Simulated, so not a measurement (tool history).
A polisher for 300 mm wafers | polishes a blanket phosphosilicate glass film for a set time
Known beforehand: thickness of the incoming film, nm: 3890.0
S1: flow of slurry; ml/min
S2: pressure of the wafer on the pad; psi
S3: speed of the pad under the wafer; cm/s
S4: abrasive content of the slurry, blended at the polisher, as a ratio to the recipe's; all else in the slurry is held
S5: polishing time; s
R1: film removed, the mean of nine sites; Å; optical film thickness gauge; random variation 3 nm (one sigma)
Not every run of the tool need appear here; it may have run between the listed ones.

{"run": 1, "day": 0.0, "S1": 255, "S2": 3.7, "S3": 114, "S4": 1, "S5": 42, "R1": 4872.1}
{"run": 2, "day": 0.179, "S1": 255, "S2": 3.7, "S3": 140, "S4": 1, "S5": 42, "R1": 5555.8}
{"run": 3, "day": 0.396, "S1": 255, "S2": 3, "S3": 140, "S4": 1, "S5": 42, "R1": 4506.4}
{"run": 4, "day": 0.688, "S1": 255, "S2": 3, "S3": 140, "S4": 0.9, "S5": 42, "R1": 4406.6}
{"run": 5, "day": 0.871, "S1": 290, "S2": 3, "S3": 140, "S4": 0.9, "S5": 42, "R1": 4407.2}
{"run": 6, "day": 1.096, "S1": 290, "S2": 2.7, "S3": 140, "S4": 0.9, "S5": 42, "R1": 3954.1}

The next listed run, before its measurement:
{"run": 7, "day": 1.454, "S1": 290, "S2": 2.5, "S3": 140, "S4": 0.9, "S5": 42, "R1": "?"}

{"run 7": {"R1": 3772.2}}
